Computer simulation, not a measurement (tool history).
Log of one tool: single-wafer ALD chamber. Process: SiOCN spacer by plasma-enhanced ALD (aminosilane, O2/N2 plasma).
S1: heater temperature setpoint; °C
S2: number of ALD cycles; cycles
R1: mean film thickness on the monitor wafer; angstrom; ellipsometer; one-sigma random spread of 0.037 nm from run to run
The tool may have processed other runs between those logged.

Run 1, hour 0.0: S1 420 °C, S2 95 cycles. Result: R1 51.882 angstrom.
Run 2, hour 1.0: S1 420 °C, S2 84 cycles. Result: R1 46.411 angstrom.
Run 3, hour 2.3: S1 417 °C, S2 90 cycles. Result: R1 49.704 angstrom.
Run 4, hour 9.0: S1 426 °C, S2 90 cycles. Result: R1 48.714 angstrom.
Run 5, hour 9.5: S1 424 °C, S2 95 cycles. Result: R1 51.860 angstrom.
Run 6, hour 15.3: S1 423 °C, S2 99 cycles. Result: R1 53.921 angstrom.

The next listed run, before its measurement:
Run 7, hour 16.5: S1 411 °C, S2 114 cycles. Result: R1 ?.

{"run 7": {"R1": 64.417}}

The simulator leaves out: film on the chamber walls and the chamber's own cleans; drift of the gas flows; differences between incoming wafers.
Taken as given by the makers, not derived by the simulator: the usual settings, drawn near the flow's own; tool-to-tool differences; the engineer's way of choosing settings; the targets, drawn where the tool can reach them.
